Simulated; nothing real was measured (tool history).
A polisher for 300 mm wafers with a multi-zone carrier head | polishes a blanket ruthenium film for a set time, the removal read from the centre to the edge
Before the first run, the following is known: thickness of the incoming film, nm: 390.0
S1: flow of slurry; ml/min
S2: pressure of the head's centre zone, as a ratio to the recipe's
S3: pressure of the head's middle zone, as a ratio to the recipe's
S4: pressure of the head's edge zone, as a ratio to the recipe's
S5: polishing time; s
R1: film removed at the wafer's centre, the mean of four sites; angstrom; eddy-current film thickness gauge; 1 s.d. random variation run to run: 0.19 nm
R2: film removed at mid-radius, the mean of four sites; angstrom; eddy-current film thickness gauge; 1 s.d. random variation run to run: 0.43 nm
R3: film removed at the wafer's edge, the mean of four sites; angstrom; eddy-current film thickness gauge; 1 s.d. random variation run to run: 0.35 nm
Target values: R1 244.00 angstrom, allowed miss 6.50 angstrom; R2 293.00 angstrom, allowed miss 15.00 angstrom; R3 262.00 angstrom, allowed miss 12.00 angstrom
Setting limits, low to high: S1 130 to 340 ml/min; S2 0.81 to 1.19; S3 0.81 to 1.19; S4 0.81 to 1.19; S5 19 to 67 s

run	hour	S1	S2	S3	S4	S5	R1	R2	R3
1	0.0	220	1.00	1.00	1.00	43	363.02	356.66	349.36
2	5.2	215	0.97	1.00	0.98	42	346.84	340.35	333.77
3	10.6	215	0.97	1.06	0.98	42	345.85	355.65	337.41
4	15.4	260	0.97	1.06	0.98	42	354.61	374.12	345.60
5	24.2	260	0.97	1.06	1.05	42	352.89	364.93	348.26
6	30.8	255	0.95	1.07	1.03	40	334.00	356.54	332.95
7	32.7	250	0.93	1.07	1.02	38	305.05	321.78	310.12
8	40.2	190	0.83	1.17	0.92	37	255.69	332.80	285.51
9	47.8	190	0.83	1.16	0.91	37	252.90	334.85	283.18
10	52.7	190	0.83	1.14	0.90	37	260.44	330.32	277.23
11	55.5	190	0.83	1.14	0.90	37	255.91	323.30	280.44
12	57.6	165	0.82	1.07	0.83	35	233.81	290.69	254.13
13	63.1	170	0.82	1.07	0.84	35	236.28	290.01	259.60

Below are 4 possible settings for the next run. Only one of them brings all results inside the allowed miss of their targets. Which is it?
A	68.6	150	0.81	1.06	0.87	35	?	?	?
B	68.6	145	0.81	1.05	0.91	34	?	?	?
C	68.6	140	0.85	1.07	0.87	36	?	?	?
D	68.6	140	0.86	1.04	0.93	34	?	?	?

move	R1	R2	R3
A	228.01	288.42	254.11
B	220.14	276.61	251.03
C	243.17	295.53	259.27
D	232.35	272.91	252.57
A: the biggest miss grows against the last run
B: the biggest miss grows against the last run
C: meets every target
D: the biggest miss grows against the last run
C is the move that brings every result within its allowed miss.

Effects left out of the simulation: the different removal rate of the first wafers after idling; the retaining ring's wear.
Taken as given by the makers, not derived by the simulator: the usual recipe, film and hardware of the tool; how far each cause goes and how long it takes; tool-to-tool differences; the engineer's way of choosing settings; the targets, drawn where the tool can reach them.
